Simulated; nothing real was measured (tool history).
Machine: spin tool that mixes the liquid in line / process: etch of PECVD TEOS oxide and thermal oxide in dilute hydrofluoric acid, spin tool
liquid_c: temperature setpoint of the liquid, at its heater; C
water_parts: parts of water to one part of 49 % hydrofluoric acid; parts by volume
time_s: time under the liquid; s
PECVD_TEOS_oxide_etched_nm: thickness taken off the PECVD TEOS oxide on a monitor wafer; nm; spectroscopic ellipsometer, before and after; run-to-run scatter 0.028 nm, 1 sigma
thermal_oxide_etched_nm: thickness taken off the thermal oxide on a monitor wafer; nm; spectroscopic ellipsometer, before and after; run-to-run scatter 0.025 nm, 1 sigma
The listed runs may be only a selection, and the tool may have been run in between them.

run,hour,liquid_c,water_parts,time_s,PECVD_TEOS_oxide_etched_nm,thermal_oxide_etched_nm
1,0,21,185,100,4.414,2.1445
2,0.8,20,190,100,4.1283,2.071
3,3.1,20,190,65,2.7012,1.3304
4,6.4,23.5,190,65,3.0388,1.5708
5,9,23.5,185,65,3.1545,1.59
6,14.2,23.5,220,65,2.5739,1.2833
7,20.1,24.5,215,65,2.7366,1.3581
8,25.9,25.5,210,65,2.8872,1.4583
9,29,26,205,65,3.057,1.5028
10,33.9,26.5,200,65,3.2179,1.595
11,40.8,27,200,65,3.3049,1.642
12,47.6,27.5,200,65,3.3486,1.7012

For run 13, what comes out?
13,56.1,27.5,200,65,?,?

Run 13 produced PECVD_TEOS_oxide_etched_nm 3.3434 nm, thermal_oxide_etched_nm 1.6517 nm.
